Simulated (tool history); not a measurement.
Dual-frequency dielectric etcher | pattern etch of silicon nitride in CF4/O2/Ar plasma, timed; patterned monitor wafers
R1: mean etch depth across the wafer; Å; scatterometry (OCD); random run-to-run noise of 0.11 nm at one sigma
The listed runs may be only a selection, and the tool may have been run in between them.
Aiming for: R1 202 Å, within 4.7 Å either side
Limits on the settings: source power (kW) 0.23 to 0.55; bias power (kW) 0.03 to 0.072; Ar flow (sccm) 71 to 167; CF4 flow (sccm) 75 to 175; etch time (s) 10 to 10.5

Run 1, day 0: source power (kW) 0.39, bias power (kW) 0.051, Ar flow (sccm) 119, CF4 flow (sccm) 125, etch time (s) 10.5. Result: R1 169.62 Å.
Run 2, day 0.208: source power (kW) 0.39, bias power (kW) 0.051, Ar flow (sccm) 100, CF4 flow (sccm) 125, etch time (s) 10.5. Result: R1 173.16 Å.
Run 3, day 0.429: source power (kW) 0.39, bias power (kW) 0.051, Ar flow (sccm) 86, CF4 flow (sccm) 125, etch time (s) 10.5. Result: R1 177.7 Å.
Run 4, day 0.771: source power (kW) 0.4, bias power (kW) 0.051, Ar flow (sccm) 86, CF4 flow (sccm) 125, etch time (s) 10.5. Result: R1 181.04 Å.
Run 5, day 0.867: source power (kW) 0.4, bias power (kW) 0.051, Ar flow (sccm) 86, CF4 flow (sccm) 117, etch time (s) 10.5. Result: R1 180.53 Å.
Run 6, day 1.092: source power (kW) 0.41, bias power (kW) 0.051, Ar flow (sccm) 86, CF4 flow (sccm) 117, etch time (s) 10.5. Result: R1 183.86 Å.
Run 7, day 1.279: source power (kW) 0.42, bias power (kW) 0.051, Ar flow (sccm) 86, CF4 flow (sccm) 117, etch time (s) 10.5. Result: R1 190.09 Å.
Run 8, day 1.617: source power (kW) 0.43, bias power (kW) 0.051, Ar flow (sccm) 86, CF4 flow (sccm) 117, etch time (s) 10.5. Result: R1 193.15 Å.

Of the 4 settings listed for the next run, only one would bring every result within its allowed miss of target. Which one?
Run A, day 1.954: source power (kW) 0.48, bias power (kW) 0.051, Ar flow (sccm) 81, CF4 flow (sccm) 115, etch time (s) 10.5. Result: R1 ?.
Run B, day 1.954: source power (kW) 0.43, bias power (kW) 0.055, Ar flow (sccm) 71, CF4 flow (sccm) 110, etch time (s) 10.5. Result: R1 ?.
Run C, day 1.954: source power (kW) 0.48, bias power (kW) 0.06, Ar flow (sccm) 98, CF4 flow (sccm) 129, etch time (s) 10. Result: R1 ?.
Run D, day 1.954: source power (kW) 0.45, bias power (kW) 0.047, Ar flow (sccm) 87, CF4 flow (sccm) 124, etch time (s) 10. Result: R1 ?.

move      R1
   A  214.03
   B  200.24
   C  212.37
   D  186.74
A: takes the biggest miss from the last run beyond its target
B: in spec on every target
C: takes the biggest miss from the last run beyond its target
D: further off than the last run
The move that meets every target is B.
